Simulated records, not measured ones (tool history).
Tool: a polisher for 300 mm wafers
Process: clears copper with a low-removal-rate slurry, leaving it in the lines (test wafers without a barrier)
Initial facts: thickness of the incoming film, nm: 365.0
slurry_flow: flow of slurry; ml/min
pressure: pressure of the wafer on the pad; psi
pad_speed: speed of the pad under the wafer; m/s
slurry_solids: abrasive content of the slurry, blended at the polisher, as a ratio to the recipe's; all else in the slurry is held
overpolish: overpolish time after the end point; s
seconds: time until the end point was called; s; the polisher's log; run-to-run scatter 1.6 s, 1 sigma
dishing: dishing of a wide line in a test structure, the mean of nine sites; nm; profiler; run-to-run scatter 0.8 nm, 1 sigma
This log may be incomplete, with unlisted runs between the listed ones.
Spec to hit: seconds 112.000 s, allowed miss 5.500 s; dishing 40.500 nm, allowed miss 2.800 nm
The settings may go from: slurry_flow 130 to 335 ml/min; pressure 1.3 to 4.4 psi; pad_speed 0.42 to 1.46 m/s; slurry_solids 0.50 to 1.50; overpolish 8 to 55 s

Run 1, hour 0.0: slurry_flow 215 ml/min, pressure 2.8 psi, pad_speed 0.94 m/s, slurry_solids 1.00, overpolish 28 s. Result: seconds 144.530 s, dishing 36.249 nm.
Run 2, hour 1.3: slurry_flow 185 ml/min, pressure 2.8 psi, pad_speed 0.94 m/s, slurry_solids 1.00, overpolish 28 s. Result: seconds 151.850 s, dishing 34.756 nm.
Run 3, hour 1.8: slurry_flow 185 ml/min, pressure 2.8 psi, pad_speed 0.94 m/s, slurry_solids 1.00, overpolish 21 s. Result: seconds 147.820 s, dishing 28.121 nm.
Run 4, hour 10.3: slurry_flow 140 ml/min, pressure 2.8 psi, pad_speed 0.94 m/s, slurry_solids 1.00, overpolish 21 s. Result: seconds 152.580 s, dishing 28.046 nm.
Run 5, hour 11.9: slurry_flow 140 ml/min, pressure 2.4 psi, pad_speed 0.94 m/s, slurry_solids 1.00, overpolish 21 s. Result: seconds 180.160 s, dishing 24.643 nm.
Run 6, hour 12.5: slurry_flow 140 ml/min, pressure 2.4 psi, pad_speed 0.94 m/s, slurry_solids 1.00, overpolish 27 s. Result: seconds 178.040 s, dishing 29.921 nm.
Run 7, hour 19.1: slurry_flow 140 ml/min, pressure 2.6 psi, pad_speed 0.94 m/s, slurry_solids 1.00, overpolish 27 s. Result: seconds 164.110 s, dishing 30.849 nm.
Run 8, hour 23.7: slurry_flow 140 ml/min, pressure 2.7 psi, pad_speed 0.94 m/s, slurry_solids 1.00, overpolish 27 s. Result: seconds 159.640 s, dishing 32.343 nm.
Run 9, hour 26.3: slurry_flow 140 ml/min, pressure 2.8 psi, pad_speed 0.94 m/s, slurry_solids 1.00, overpolish 27 s. Result: seconds 152.190 s, dishing 33.552 nm.
Run 10, hour 30.3: slurry_flow 145 ml/min, pressure 3.6 psi, pad_speed 0.96 m/s, slurry_solids 1.00, overpolish 25 s. Result: seconds 119.550 s, dishing 35.892 nm.
Run 11, hour 33.4: slurry_flow 150 ml/min, pressure 3.7 psi, pad_speed 0.96 m/s, slurry_solids 1.00, overpolish 27 s. Result: seconds 116.140 s, dishing 40.833 nm.

Below are 5 possible settings for the next run. Only one of them brings all results inside the allowed miss of their targets. Which is it?
Run A, hour 36.5: slurry_flow 160 ml/min, pressure 4.0 psi, pad_speed 0.92 m/s, slurry_solids 1.00, overpolish 25 s. Result: seconds ?, dishing ?.
Run B, hour 36.5: slurry_flow 130 ml/min, pressure 3.8 psi, pad_speed 0.92 m/s, slurry_solids 0.95, overpolish 29 s. Result: seconds ?, dishing ?.
Run C, hour 36.5: slurry_flow 220 ml/min, pressure 3.7 psi, pad_speed 0.90 m/s, slurry_solids 0.90, overpolish 35 s. Result: seconds ?, dishing ?.
Run D, hour 36.5: slurry_flow 190 ml/min, pressure 3.7 psi, pad_speed 0.88 m/s, slurry_solids 0.90, overpolish 34 s. Result: seconds ?, dishing ?.
Run E, hour 36.5: slurry_flow 140 ml/min, pressure 4.4 psi, pad_speed 0.98 m/s, slurry_solids 0.95, overpolish 25 s. Result: seconds ?, dishing ?.

move  seconds  dishing
   A  110.850   39.584
   B  122.260   40.835
   C  117.070   47.300
   D  122.200   45.243
   E   99.212   42.978
A: hits every target within its allowed miss
B: its largest miss is bigger than the last run's
C: the worst result of the last run now meets its target, but another is out of spec
D: its largest miss is bigger than the last run's
E: carries the result that was furthest off beyond its target, to the other side
A is the move that brings every result within its allowed miss.
